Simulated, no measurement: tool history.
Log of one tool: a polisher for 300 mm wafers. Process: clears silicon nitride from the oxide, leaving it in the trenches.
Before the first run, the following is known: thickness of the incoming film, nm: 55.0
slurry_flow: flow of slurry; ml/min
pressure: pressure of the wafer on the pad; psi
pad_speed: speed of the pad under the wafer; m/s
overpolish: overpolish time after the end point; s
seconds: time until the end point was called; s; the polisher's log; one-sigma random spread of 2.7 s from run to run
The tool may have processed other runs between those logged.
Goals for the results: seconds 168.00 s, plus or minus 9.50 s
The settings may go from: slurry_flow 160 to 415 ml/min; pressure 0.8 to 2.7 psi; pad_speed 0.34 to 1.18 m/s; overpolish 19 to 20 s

run,hour,slurry_flow,pressure,pad_speed,overpolish,seconds
1,0.0,265,1.7,0.76,19,112.90
2,5.8,265,1.7,0.76,19,111.54
3,14.7,265,1.7,0.76,20,115.19
4,17.5,265,1.6,0.76,20,119.27
5,26.1,265,1.6,0.76,19,117.85
6,30.1,265,1.6,0.76,19,119.75
7,38.1,265,1.5,0.76,19,129.07
# hour 39.6: head pressure recalibrated
8,39.6,265,1.4,0.76,19,138.61
9,46.6,265,1.2,0.76,19,153.40

Which of these 4 next moves meets every target?
A,53.6,305,1.3,0.76,19,?
B,53.6,330,1.0,0.68,19,?
C,53.6,295,0.8,0.78,20,?
D,53.6,355,1.1,0.74,19,?

move,seconds
A,145.57
B,187.48
C,199.45
D,165.37
A: moves away from the targets compared with the last run
B: moves the result that the last run missed by most past its target, out the other side
C: moves the result that the last run missed by most past its target, out the other side
D: in spec on every target
The right move is D.

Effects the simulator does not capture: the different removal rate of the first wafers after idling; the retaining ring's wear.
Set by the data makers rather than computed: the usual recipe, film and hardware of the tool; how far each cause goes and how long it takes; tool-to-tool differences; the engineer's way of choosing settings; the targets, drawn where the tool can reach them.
